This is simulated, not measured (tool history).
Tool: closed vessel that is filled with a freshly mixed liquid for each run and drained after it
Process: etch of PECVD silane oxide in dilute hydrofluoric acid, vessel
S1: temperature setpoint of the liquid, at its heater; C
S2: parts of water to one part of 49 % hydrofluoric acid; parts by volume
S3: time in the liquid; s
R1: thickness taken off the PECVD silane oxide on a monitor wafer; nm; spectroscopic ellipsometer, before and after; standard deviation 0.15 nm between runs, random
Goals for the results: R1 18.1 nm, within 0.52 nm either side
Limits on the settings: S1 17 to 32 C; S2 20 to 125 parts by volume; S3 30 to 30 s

run	hour	S1	S2	S3	R1
1	0	24	70	30	7.3307
2	8.1	25	65	30	8.1181
3	12.1	25	55	30	9.7814
4	18.4	25	70	30	7.5332
5	26.9	26	65	30	8.5712
6	32.3	26	80	30	6.7951
7	40.4	30	50	30	13.239
8	49.4	30.5	50	30	13.437

4 candidate next runs follow, results not yet known. Just one meets every target within its allowed miss. Identify it.
A	58.4	30	40	30	?
B	58.4	32	40	30	?
C	58.4	30.5	35	30	?
D	58.4	30.5	40	30	?

move	R1
A	16.76
B	18.132
C	19.693
D	17.095
A: nearer the targets than the last run, but a result is still out of spec
B: all results land within tolerance of their targets
C: takes the result that was furthest off past its target
D: nearer the targets than the last run, but a result is still out of spec
Answer: B
